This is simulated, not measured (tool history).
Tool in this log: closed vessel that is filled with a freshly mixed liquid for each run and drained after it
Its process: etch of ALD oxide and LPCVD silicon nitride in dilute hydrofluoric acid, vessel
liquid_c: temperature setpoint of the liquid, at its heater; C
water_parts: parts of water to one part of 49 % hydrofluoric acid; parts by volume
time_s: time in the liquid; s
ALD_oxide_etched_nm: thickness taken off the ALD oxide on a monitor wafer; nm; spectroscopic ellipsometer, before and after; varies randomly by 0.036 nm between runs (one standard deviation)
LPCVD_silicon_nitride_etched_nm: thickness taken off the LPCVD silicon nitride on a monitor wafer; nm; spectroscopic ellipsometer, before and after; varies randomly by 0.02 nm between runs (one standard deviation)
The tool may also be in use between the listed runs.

run,hour,liquid_c,water_parts,time_s,ALD_oxide_etched_nm,LPCVD_silicon_nitride_etched_nm
1,0.0,20.0,125,60,6.6654,0.232060
2,1.0,20.0,105,60,8.1513,0.218230
3,10.0,19.5,110,60,7.4946,0.179740
4,15.5,19.5,130,60,6.1427,0.152650
5,23.4,19.5,130,40,4.1191,0.122530
6,30.3,18.0,130,40,3.9308,0.096571
7,36.7,18.5,130,40,4.0089,0.103860

Run 8, settings as shown, results not yet in. Your forecast:
8,41.6,22.5,125,40,?,?

{"run 8": {"ALD_oxide_etched_nm": 4.8742, "LPCVD_silicon_nitride_etched_nm": 0.13384}}
